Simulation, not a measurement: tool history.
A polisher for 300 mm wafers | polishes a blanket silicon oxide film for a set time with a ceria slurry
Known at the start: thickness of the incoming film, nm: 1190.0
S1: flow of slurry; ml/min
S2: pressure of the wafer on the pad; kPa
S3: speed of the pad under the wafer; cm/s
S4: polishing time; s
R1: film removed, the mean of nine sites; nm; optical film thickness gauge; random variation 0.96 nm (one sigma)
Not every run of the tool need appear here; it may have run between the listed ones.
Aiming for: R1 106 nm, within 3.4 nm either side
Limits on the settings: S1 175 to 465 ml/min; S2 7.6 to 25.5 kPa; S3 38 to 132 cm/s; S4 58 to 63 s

run	hour	S1	S2	S3	S4	R1
1	0	295	16.5	84	63	147.06
2	3.3	295	15.9	84	63	145.41
3	6.6	295	15.9	84	58	132.26
4	10.7	295	15.2	84	58	128.63
5	13	295	15.2	84	63	138.52
6	17.4	295	14.5	84	63	134.7
7	20.5	295	13.8	84	63	129.48
8	22.6	295	13.1	84	63	122.66
9	27	295	12.4	84	63	120.4
10	35.4	295	11.7	84	63	114.44

Exactly one of the 4 candidate moves below puts every result within its allowed miss. Which one?
A	43.8	355	9	102	63	?
B	43.8	305	11	82	63	?
C	43.8	210	11	94	63	?
D	43.8	310	12.4	82	63	?

move	R1
A	113.74
B	105.99
C	115.72
D	116.31
A: an improvement on the last run, though not all results are within tolerance
B: each result inside its tolerance
C: lands further from the targets than the last run did
D: lands further from the targets than the last run did
B meets every target.
